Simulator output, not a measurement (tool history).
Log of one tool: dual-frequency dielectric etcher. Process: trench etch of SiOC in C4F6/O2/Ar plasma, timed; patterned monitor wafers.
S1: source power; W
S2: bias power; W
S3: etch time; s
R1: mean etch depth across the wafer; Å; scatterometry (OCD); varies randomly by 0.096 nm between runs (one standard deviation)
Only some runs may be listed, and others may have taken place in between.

{"run": 1, "hour": 0.0, "S1": 300, "S2": 246, "S3": 16.5, "R1": 353.08}
{"run": 2, "hour": 9.0, "S1": 340, "S2": 246, "S3": 16.5, "R1": 364.81}
{"run": 3, "hour": 10.8, "S1": 350, "S2": 247, "S3": 16.5, "R1": 368.44}
{"run": 4, "hour": 16.6, "S1": 350, "S2": 247, "S3": 15.0, "R1": 333.77}
{"run": 5, "hour": 17.5, "S1": 360, "S2": 261, "S3": 15.0, "R1": 340.85}
{"run": 6, "hour": 21.8, "S1": 370, "S2": 271, "S3": 15.0, "R1": 351.06}
{"run": 7, "hour": 23.8, "S1": 380, "S2": 279, "S3": 15.0, "R1": 354.92}

Predict the results of run 8:
{"run": 8, "hour": 32.7, "S1": 390, "S2": 287, "S3": 15.0, "R1": "?"}

R1: 361.04 Å
